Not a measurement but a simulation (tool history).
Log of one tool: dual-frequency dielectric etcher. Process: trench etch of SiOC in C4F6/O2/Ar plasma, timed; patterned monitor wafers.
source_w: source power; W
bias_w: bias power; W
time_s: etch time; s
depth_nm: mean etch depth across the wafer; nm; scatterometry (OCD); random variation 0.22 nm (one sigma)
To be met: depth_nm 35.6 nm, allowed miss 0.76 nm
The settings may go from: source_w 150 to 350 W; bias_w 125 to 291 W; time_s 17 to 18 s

| run | hour | source_w | bias_w | time_s | depth_nm |
|---|---|---|---|---|---|
| 1 | 0 | 250 | 208 | 17 | 30.857 |
| 2 | 7.6 | 260 | 210 | 17 | 31.149 |
| 3 | 13.6 | 260 | 183 | 17 | 28.989 |
| 4 | 17.3 | 260 | 183 | 17 | 29.107 |
| 5 | 25 | 270 | 188 | 17 | 29.717 |
| 6 | 27.2 | 270 | 193 | 17 | 30.242 |
| 7 | 34.4 | 270 | 193 | 17 | 30.242 |
| 8 | 43.2 | 280 | 197 | 17 | 30.955 |
| 9 | 48.9 | 290 | 200 | 17 | 31.218 |
| 10 | 51.5 | 340 | 242 | 17.5 | 37.624 |
| 11 | 52.3 | 340 | 242 | 17.5 | 37.117 |
| 12 | 54.7 | 340 | 241 | 17.5 | 37.135 |
| 13 | 56.2 | 340 | 240 | 17.5 | 36.853 |
| 14 | 59.7 | 340 | 239 | 17.5 | 37.138 |

4 next moves are on the table. One of them brings every result within its allowed miss. Which?
| A | 63.2 | 330 | 237 | 17 | ? |
| B | 63.2 | 290 | 236 | 17 | ? |
| C | 63.2 | 330 | 205 | 17.5 | ? |
| D | 63.2 | 350 | 287 | 17 | ? |

| move | depth_nm |
|---|---|
| A | 35.255 |
| B | 34.004 |
| C | 33.671 |
| D | 39.398 |
A: meets every target
B: takes the result that was furthest off past its target
C: takes the result that was furthest off past its target
D: further off than the last run
The right move is A.
